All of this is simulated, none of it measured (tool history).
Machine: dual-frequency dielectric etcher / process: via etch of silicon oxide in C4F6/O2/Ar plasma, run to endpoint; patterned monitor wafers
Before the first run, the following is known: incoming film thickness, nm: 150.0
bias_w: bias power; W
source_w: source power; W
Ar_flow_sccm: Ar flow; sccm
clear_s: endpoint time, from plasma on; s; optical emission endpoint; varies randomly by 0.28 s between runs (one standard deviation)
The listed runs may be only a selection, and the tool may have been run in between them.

run	hour	bias_w	source_w	Ar_flow_sccm	clear_s
1	0.0	374	370	223	34.093
2	1.9	348	360	224	36.002
3	3.7	389	360	224	34.180
4	11.9	389	360	190	33.204
5	16.1	361	350	191	35.263
6	17.8	361	310	191	37.178

Run 7 is up next; what results do you expect?
7	26.1	353	310	191	?

Run 7 produced clear_s 37.074 s.
